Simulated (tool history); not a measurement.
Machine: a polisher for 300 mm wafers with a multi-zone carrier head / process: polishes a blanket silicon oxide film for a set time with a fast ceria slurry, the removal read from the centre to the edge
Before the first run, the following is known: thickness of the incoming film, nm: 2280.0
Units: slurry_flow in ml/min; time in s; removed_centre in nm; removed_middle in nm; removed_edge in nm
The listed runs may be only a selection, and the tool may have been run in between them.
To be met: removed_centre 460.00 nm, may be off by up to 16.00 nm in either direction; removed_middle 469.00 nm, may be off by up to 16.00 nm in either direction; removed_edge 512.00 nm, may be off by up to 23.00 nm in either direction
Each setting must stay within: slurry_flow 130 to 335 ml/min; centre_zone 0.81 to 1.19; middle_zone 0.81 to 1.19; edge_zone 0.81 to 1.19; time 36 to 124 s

| run | hour | slurry_flow | centre_zone | middle_zone | edge_zone | time | removed_centre | removed_middle | removed_edge |
|---|---|---|---|---|---|---|---|---|---|
| 1 | 0.0 | 215 | 1.00 | 1.00 | 1.00 | 79 | 753.28 | 729.27 | 747.60 |
| 2 | 3.8 | 180 | 1.00 | 1.00 | 1.00 | 79 | 727.73 | 708.72 | 732.86 |
| 3 | 12.5 | 175 | 0.97 | 0.97 | 0.98 | 73 | 643.95 | 626.96 | 669.69 |
| 4 | 21.3 | 175 | 0.97 | 0.91 | 0.98 | 73 | 648.55 | 607.41 | 662.96 |
| 5 | 22.9 | 170 | 0.94 | 0.90 | 0.95 | 70 | 599.85 | 567.32 | 630.89 |
| 6 | 23.6 | 170 | 1.01 | 0.90 | 0.95 | 70 | 638.81 | 561.75 | 641.05 |
| 7 | 30.1 | 170 | 0.97 | 0.90 | 0.93 | 67 | 593.49 | 545.23 | 601.25 |
| 8 | 33.7 | 165 | 0.94 | 0.89 | 0.92 | 65 | 544.72 | 518.54 | 571.11 |
| 9 | 39.2 | 160 | 0.92 | 0.88 | 0.90 | 64 | 529.98 | 495.14 | 553.59 |
| 10 | 47.5 | 155 | 0.90 | 0.88 | 0.89 | 64 | 512.87 | 500.54 | 547.78 |
| 11 | 49.3 | 150 | 0.88 | 0.87 | 0.88 | 64 | 502.90 | 491.44 | 540.07 |
| 12 | 52.5 | 150 | 0.87 | 0.87 | 0.87 | 64 | 486.56 | 490.57 | 537.77 |
| 13 | 59.0 | 150 | 0.86 | 0.87 | 0.86 | 64 | 481.88 | 501.86 | 545.21 |
| 14 | 67.9 | 150 | 0.86 | 0.87 | 0.85 | 63 | 473.62 | 493.64 | 526.18 |

Exactly one of the 4 candidate moves below puts every result within its allowed miss. Which one?
| A | 76.8 | 150 | 0.97 | 0.93 | 0.83 | 54 | ? | ? | ? |
| B | 76.8 | 140 | 0.94 | 0.87 | 0.85 | 62 | ? | ? | ? |
| C | 76.8 | 130 | 1.06 | 0.89 | 0.85 | 56 | ? | ? | ? |
| D | 76.8 | 280 | 0.82 | 0.83 | 0.84 | 57 | ? | ? | ? |

| move | removed_centre | removed_middle | removed_edge |
|---|---|---|---|
| A | 459.43 | 443.80 | 443.89 |
| B | 501.43 | 474.37 | 509.55 |
| C | 500.17 | 428.02 | 453.96 |
| D | 457.41 | 471.36 | 507.47 |
A: pushes the last run's worst result past its target
B: meets the target for the result that was furthest off, but another lies outside its allowed miss
C: pushes the last run's worst result past its target
D: in spec on every target
Move D is the one to make.

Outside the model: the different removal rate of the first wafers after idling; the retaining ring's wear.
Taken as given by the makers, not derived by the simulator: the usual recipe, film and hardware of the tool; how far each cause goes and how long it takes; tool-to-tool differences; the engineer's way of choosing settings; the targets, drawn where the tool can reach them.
